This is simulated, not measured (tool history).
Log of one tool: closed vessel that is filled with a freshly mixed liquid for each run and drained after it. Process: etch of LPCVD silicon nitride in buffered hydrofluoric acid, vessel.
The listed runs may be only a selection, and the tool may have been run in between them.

run	hour	temperature setpoint of the liquid (°C)	parts of 40 % ammonium fluoride to one part of 49 % hydrofluoric acid (parts by volume)	time in the liquid (s)	thickness taken off the LPCVD silicon nitride on a monitor wafer (angstrom)
1	0.0	23.0	7.5	800	130.860
2	6.5	21.0	7.5	800	117.360
3	7.7	21.0	9.0	800	96.558
4	15.7	22.5	9.0	800	104.530
5	24.5	25.0	8.5	800	125.930
6	29.4	25.0	10.5	800	106.430
7	36.8	26.5	9.5	800	123.750
8	41.2	26.5	9.5	800	125.560
9	45.5	27.5	9.0	800	136.460
10	47.5	27.5	9.0	800	137.560
11	51.6	28.5	8.5	800	151.490
12	53.5	29.0	8.0	800	170.100
13	57.9	29.5	8.0	800	171.970

Forecast run 14:
14	59.9	31.0	7.0	800	?

thickness taken off the LPCVD silicon nitride on a monitor wafer (angstrom): 214.940

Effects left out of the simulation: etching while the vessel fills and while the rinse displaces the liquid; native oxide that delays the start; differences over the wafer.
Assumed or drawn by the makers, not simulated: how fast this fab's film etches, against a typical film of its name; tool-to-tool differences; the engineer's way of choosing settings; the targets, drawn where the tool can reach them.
